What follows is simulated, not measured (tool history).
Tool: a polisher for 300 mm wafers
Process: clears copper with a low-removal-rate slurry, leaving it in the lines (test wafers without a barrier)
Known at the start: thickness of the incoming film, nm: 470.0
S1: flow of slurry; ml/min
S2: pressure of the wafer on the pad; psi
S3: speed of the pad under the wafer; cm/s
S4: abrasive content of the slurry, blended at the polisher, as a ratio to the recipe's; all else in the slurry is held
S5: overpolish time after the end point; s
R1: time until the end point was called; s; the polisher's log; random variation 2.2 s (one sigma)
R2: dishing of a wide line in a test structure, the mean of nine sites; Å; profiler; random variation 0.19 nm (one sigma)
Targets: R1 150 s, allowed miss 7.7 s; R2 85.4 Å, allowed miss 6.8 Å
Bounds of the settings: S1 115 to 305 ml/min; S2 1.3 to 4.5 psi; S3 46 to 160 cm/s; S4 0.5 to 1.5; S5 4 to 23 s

run 1 hour=0 | S1=195 S2=2.9 S3=102 S4=1 S5=12 | R1=123.16 R2=233.37
run 2 hour=8.8 | S1=195 S2=2.5 S3=106 S4=1 S5=9 | R1=139.85 R2=180.67
run 3 hour=11.6 | S1=195 S2=2.5 S3=96 S4=1 S5=9 | R1=155.01 R2=171.46
run 4 hour=19.8 | S1=195 S2=3 S3=96 S4=1 S5=9 | R1=127.82 R2=190.39
run 5 hour=22.5 | S1=195 S2=3 S3=86 S4=1 S5=9 | R1=144.95 R2=177.32
run 6 hour=23.7 | S1=195 S2=3 S3=74 S4=1 S5=9 | R1=161.91 R2=165.59
run 7 hour=30.7 | S1=170 S2=3.1 S3=76 S4=0.85 S5=7 | R1=164.1 R2=124.23
run 8 hour=33.7 | S1=160 S2=3.3 S3=76 S4=0.75 S5=6 | R1=160.3 R2=117.8
run 9 hour=38.3 | S1=115 S2=3.6 S3=80 S4=0.5 S5=4 | R1=171.84 R2=77.268
run 10 hour=42.3 | S1=115 S2=3.7 S3=80 S4=0.5 S5=4 | R1=161.91 R2=76.794
run 11 hour=43 | S1=120 S2=3.7 S3=80 S4=0.5 S5=4 | R1=164.25 R2=79.759
run 12 hour=48.5 | S1=120 S2=3.8 S3=80 S4=0.5 S5=4 | R1=161.02 R2=82.672

5 next moves are on the table. One of them brings every result within its allowed miss. Which?
run A hour=54 | S1=165 S2=4 S3=62 S4=0.6 S5=4 | R1=? R2=?
run B hour=54 | S1=130 S2=3.4 S3=80 S4=0.5 S5=4 | R1=? R2=?
run C hour=54 | S1=135 S2=4.1 S3=76 S4=0.5 S5=4 | R1=? R2=?
run D hour=54 | S1=135 S2=3.8 S3=70 S4=0.5 S5=4 | R1=? R2=?
run E hour=54 | S1=115 S2=3.3 S3=86 S4=0.5 S5=4 | R1=? R2=?

move=A R1=166.32 R2=78.053
move=B R1=167.53 R2=77.437
move=C R1=145.31 R2=88.426
move=D R1=169.35 R2=76.728
move=E R1=166.02 R2=78.074
A: further off than the last run
B: further off than the last run
C: meets every target
D: further off than the last run
E: further off than the last run
Answer: C
